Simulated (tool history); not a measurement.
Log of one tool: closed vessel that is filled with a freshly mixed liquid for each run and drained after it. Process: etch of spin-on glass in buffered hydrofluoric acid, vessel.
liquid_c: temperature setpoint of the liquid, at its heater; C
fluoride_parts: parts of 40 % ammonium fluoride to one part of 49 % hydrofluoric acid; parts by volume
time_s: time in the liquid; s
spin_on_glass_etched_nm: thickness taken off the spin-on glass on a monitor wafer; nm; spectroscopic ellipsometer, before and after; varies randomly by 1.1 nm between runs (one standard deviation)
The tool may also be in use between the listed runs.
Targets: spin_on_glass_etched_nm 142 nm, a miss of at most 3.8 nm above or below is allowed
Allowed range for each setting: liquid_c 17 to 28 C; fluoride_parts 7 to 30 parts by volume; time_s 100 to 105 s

run  hour  liquid_c  fluoride_parts  time_s  spin_on_glass_etched_nm
  1     0        20              20     100                   105.19
  2   8.1        21              20     100                   110.46
  3  12.2        21              20     100                   110.34
  4    20        21              20     105                   115.07
  5  20.5      21.5              20     105                   117.65
  6    29      22.5              20     105                    122.8
  7  29.6        23              20     105                   128.48
  8  34.4      23.5              20     105                   133.38
     41.3  -- thermometer replaced
  9  41.3      24.5              20     105                   161.34

4 next moves are on the table. One of them brings every result within its allowed miss. Which?
  A  48.2      23.5              17     100                        ?
  B  48.2      20.5              17     100                        ?
  C  48.2      22.5            17.5     105                        ?
  D  48.2        23              19     105                        ?

move  spin_on_glass_etched_nm
   A                   167.53
   B                   141.89
   C                    161.8
   D                   153.37
A: the biggest miss grows against the last run
B: meets every target
C: about the same distance from the targets as the last run
D: better than the last run, though not everything is in spec
Answer: B

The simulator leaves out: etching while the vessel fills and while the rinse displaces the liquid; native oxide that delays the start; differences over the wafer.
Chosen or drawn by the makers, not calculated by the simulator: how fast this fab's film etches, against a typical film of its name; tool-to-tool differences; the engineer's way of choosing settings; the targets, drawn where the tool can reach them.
